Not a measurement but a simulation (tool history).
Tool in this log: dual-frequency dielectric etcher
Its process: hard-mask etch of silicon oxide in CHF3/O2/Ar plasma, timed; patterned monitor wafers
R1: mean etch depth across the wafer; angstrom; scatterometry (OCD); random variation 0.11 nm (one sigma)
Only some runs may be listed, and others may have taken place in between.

{"run": 1, "day": 0.0, "source power (W)": 690, "bias power (W)": 134, "etch time (s)": 11, "R1": 217.43}
{"run": 2, "day": 0.221, "source power (W)": 730, "bias power (W)": 137, "etch time (s)": 11, "R1": 226.57}
{"run": 3, "day": 0.392, "source power (W)": 730, "bias power (W)": 137, "etch time (s)": 11, "R1": 227.55}
{"run": 4, "day": 0.712, "source power (W)": 750, "bias power (W)": 138, "etch time (s)": 11, "R1": 230.7}
{"run": 5, "day": 1.004, "source power (W)": 800, "bias power (W)": 138, "etch time (s)": 11, "R1": 239.18}
{"run": 6, "day": 1.317, "source power (W)": 800, "bias power (W)": 138, "etch time (s)": 10, "R1": 217.41}
{"run": 7, "day": 1.688, "source power (W)": 820, "bias power (W)": 143, "etch time (s)": 10, "R1": 223.11}

Run 8 has not been measured yet. What should we expect?
{"run": 8, "day": 1.725, "source power (W)": 820, "bias power (W)": 143, "etch time (s)": 10, "R1": "?"}

{"run 8": {"R1": 222.36}}

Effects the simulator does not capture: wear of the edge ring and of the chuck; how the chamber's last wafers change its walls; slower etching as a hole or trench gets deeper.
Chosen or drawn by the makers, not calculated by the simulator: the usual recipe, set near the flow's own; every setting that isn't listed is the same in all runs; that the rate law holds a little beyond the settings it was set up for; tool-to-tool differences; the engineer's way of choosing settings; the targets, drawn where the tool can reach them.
